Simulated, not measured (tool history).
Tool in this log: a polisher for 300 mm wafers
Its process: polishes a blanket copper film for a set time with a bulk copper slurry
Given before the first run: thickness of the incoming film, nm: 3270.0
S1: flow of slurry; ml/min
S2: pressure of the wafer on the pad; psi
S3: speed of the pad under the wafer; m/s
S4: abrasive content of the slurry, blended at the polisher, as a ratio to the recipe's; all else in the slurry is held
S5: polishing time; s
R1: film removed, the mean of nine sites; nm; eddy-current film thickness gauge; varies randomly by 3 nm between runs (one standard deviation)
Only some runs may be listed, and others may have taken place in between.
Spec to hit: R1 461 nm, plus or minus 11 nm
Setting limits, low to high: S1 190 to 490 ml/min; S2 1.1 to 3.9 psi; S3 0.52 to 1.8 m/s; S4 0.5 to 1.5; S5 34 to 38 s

run,hour,S1,S2,S3,S4,S5,R1
1,0,315,2.5,1.16,1,38,265.31
2,0.9,315,2.5,1.16,1,38,264.8
3,8,320,2.8,1.16,1,38,300.16
4,12.6,320,2.8,0.96,1,38,249.19
5,17.1,325,3.1,1,1,38,285.95
6,25.9,325,2.7,1,1,38,248.77
7,32.9,340,3.4,1.24,1,38,388.43
# hour 33.8: worn pad replaced by a new one
8,33.8,340,3.5,1.24,1,38,438.21
9,39.1,340,3.6,1.24,1,38,446.74

Below are 4 possible settings for the next run. Only one of them brings all results inside the allowed miss of their targets. Which is it?
A,44.4,320,3.4,1.36,1.05,36,?
B,44.4,300,3.8,1.14,1.2,37,?
C,44.4,280,3.4,1.48,1.05,35,?
D,44.4,325,3.4,1.22,1.2,38,?

move,R1
A,444.19
B,439.08
C,462.82
D,435.21
A: its largest miss is bigger than the last run's
B: its largest miss is bigger than the last run's
C: every result within its allowed miss
D: its largest miss is bigger than the last run's
Go with C: it meets all targets.
